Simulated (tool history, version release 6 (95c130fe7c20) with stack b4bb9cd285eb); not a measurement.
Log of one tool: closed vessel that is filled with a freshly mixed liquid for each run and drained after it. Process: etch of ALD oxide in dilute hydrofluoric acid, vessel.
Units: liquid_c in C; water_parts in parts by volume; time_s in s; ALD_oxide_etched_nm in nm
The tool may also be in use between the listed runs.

run  hour  liquid_c  water_parts  time_s  ALD_oxide_etched_nm
  1     0        25          130     175               29.366
  2   3.4      26.5          130     175               31.211
  3   8.1        28          130     175               32.548
  4   9.1        29          130     175               34.332
  5    13      27.5          130     175               32.286
  6  17.3      27.5          130     135               24.741
  7  21.8        29          120     135               28.904

Forecast run 8:
  8  27.9        33          105     135                    ?

{"run 8": {"ALD_oxide_etched_nm": 38.346}}

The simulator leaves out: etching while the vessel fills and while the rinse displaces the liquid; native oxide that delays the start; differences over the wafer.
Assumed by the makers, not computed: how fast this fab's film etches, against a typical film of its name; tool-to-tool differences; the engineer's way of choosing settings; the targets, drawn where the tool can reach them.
